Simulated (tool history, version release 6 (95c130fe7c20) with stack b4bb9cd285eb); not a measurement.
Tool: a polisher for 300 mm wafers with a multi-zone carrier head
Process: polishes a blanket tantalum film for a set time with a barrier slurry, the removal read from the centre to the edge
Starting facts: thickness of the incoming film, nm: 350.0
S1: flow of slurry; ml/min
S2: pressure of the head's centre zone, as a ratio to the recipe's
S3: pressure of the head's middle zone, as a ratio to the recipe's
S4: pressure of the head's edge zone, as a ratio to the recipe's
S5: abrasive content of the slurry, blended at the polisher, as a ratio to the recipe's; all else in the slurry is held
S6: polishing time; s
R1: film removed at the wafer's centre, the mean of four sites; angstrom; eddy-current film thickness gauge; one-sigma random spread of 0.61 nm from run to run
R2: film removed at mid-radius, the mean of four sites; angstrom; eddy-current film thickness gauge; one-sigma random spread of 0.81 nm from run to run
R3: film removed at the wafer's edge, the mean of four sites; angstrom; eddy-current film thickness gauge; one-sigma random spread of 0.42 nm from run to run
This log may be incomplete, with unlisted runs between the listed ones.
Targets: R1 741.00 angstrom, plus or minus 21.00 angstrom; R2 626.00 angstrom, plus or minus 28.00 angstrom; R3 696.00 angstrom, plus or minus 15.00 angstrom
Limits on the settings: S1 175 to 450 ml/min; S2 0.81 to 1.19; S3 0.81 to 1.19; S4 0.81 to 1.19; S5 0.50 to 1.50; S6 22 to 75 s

run 1 hour=0.0 | S1=290 S2=1.00 S3=1.00 S4=1.00 S5=1.00 S6=48 | R1=524.63 R2=533.94 R3=517.82
run 2 hour=4.3 | S1=290 S2=1.04 S3=1.00 S4=1.00 S5=1.00 S6=48 | R1=544.28 R2=530.70 R3=524.68
run 3 hour=13.3 | S1=290 S2=1.04 S3=0.92 S4=1.00 S5=1.00 S6=48 | R1=550.62 R2=502.40 R3=522.85
run 4 hour=14.4 | S1=290 S2=1.04 S3=0.92 S4=0.97 S5=1.00 S6=48 | R1=540.41 R2=508.20 R3=518.21
run 5 hour=22.5 | S1=300 S2=1.05 S3=0.93 S4=1.02 S5=1.15 S6=49 | R1=582.52 R2=541.13 R3=555.45
run 6 hour=31.2 | S1=300 S2=1.05 S3=0.93 S4=0.99 S5=1.15 S6=49 | R1=581.80 R2=530.99 R3=560.19
run 7 hour=31.9 | S1=310 S2=1.07 S3=0.94 S4=1.00 S5=1.25 S6=50 | R1=631.59 R2=555.56 R3=582.69
run 8 hour=36.5 | S1=310 S2=1.07 S3=0.93 S4=1.03 S5=1.35 S6=51 | R1=656.25 R2=589.83 R3=609.75
run 9 hour=41.6 | S1=340 S2=1.12 S3=0.83 S4=1.13 S5=1.50 S6=54 | R1=760.26 R2=586.96 R3=703.21
run 10 hour=45.3 | S1=340 S2=1.12 S3=0.83 S4=1.13 S5=1.50 S6=54 | R1=762.24 R2=592.04 R3=692.50

5 candidate next runs follow, results not yet known. Just one meets every target within its allowed miss. Identify it.
run A hour=49.0 | S1=335 S2=1.06 S3=0.84 S4=1.19 S5=1.45 S6=57 | R1=? R2=? R3=?
run B hour=49.0 | S1=345 S2=1.14 S3=0.86 S4=1.17 S5=1.50 S6=55 | R1=? R2=? R3=?
run C hour=49.0 | S1=385 S2=1.06 S3=0.81 S4=1.09 S5=1.50 S6=58 | R1=? R2=? R3=?
run D hour=49.0 | S1=320 S2=1.14 S3=0.88 S4=1.09 S5=1.45 S6=56 | R1=? R2=? R3=?
run E hour=49.0 | S1=365 S2=1.08 S3=0.87 S4=1.07 S5=1.35 S6=56 | R1=? R2=? R3=?

move=A R1=749.04 R2=619.93 R3=746.49
move=B R1=786.27 R2=613.67 R3=721.86
move=C R1=779.86 R2=629.51 R3=745.40
move=D R1=787.65 R2=624.76 R3=703.73
move=E R1=745.21 R2=618.70 R3=694.32
A: puts the biggest miss on target and leaves a different result outside tolerance
B: puts the biggest miss on target and leaves a different result outside tolerance
C: puts the biggest miss on target and leaves a different result outside tolerance
D: puts the biggest miss on target and leaves a different result outside tolerance
E: each result inside its tolerance
Go with E: it meets all targets.
